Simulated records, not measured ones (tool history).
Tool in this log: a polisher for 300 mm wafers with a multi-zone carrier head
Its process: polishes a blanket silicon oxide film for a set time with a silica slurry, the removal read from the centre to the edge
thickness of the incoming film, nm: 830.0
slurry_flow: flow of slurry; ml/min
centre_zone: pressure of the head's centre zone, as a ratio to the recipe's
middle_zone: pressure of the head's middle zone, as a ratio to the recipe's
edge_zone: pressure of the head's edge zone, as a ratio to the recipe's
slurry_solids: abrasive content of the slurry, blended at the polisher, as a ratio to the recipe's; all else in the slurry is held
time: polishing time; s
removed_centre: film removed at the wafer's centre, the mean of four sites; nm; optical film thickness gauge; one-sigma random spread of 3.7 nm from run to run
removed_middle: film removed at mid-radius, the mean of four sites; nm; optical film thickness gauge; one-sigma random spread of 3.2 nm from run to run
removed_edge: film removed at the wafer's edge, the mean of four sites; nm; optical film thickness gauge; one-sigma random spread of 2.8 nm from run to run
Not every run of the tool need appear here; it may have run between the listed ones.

Run 1, hour 0: slurry_flow 130 ml/min, centre_zone 1, middle_zone 1, edge_zone 1, slurry_solids 1, time 54 s. Result: removed_centre 234.03 nm, removed_middle 240.12 nm, removed_edge 244.96 nm.
Run 2, hour 4.3: slurry_flow 130 ml/min, centre_zone 1.07, middle_zone 1, edge_zone 1, slurry_solids 1, time 54 s. Result: removed_centre 257.04 nm, removed_middle 244.95 nm, removed_edge 238.22 nm.
Run 3, hour 6.5: slurry_flow 135 ml/min, centre_zone 1.06, middle_zone 0.98, edge_zone 1.03, slurry_solids 1.1, time 55 s. Result: removed_centre 266.75 nm, removed_middle 255.03 nm, removed_edge 265.22 nm.
Run 4, hour 15.3: slurry_flow 135 ml/min, centre_zone 1.06, middle_zone 0.98, edge_zone 1.03, slurry_solids 0.9, time 55 s. Result: removed_centre 247.92 nm, removed_middle 236.99 nm, removed_edge 241.17 nm.
Run 5, hour 17.3: slurry_flow 135 ml/min, centre_zone 1.06, middle_zone 0.93, edge_zone 1.03, slurry_solids 0.9, time 55 s. Result: removed_centre 245.56 nm, removed_middle 226.29 nm, removed_edge 241.81 nm.
Run 6, hour 26.1: slurry_flow 135 ml/min, centre_zone 1.06, middle_zone 0.98, edge_zone 1.03, slurry_solids 0.9, time 55 s. Result: removed_centre 243.99 nm, removed_middle 237.91 nm, removed_edge 241.62 nm.
Run 7, hour 31.9: slurry_flow 145 ml/min, centre_zone 1.07, middle_zone 0.98, edge_zone 1.06, slurry_solids 1, time 55 s. Result: removed_centre 265.06 nm, removed_middle 254.4 nm, removed_edge 258.11 nm.
Run 8, hour 40.5: slurry_flow 150 ml/min, centre_zone 1.07, middle_zone 0.97, edge_zone 1.08, slurry_solids 1.1, time 56 s. Result: removed_centre 283.07 nm, removed_middle 267.09 nm, removed_edge 277.95 nm.

The next listed run, before its measurement:
Run 9, hour 43.5: slurry_flow 150 ml/min, centre_zone 1.07, middle_zone 0.96, edge_zone 1.1, slurry_solids 1.15, time 57 s. Result: removed_centre ?, removed_middle ?, removed_edge ?.

For run 9 the tool returned removed_centre 292.89 nm, removed_middle 272.74 nm, removed_edge 291.89 nm.
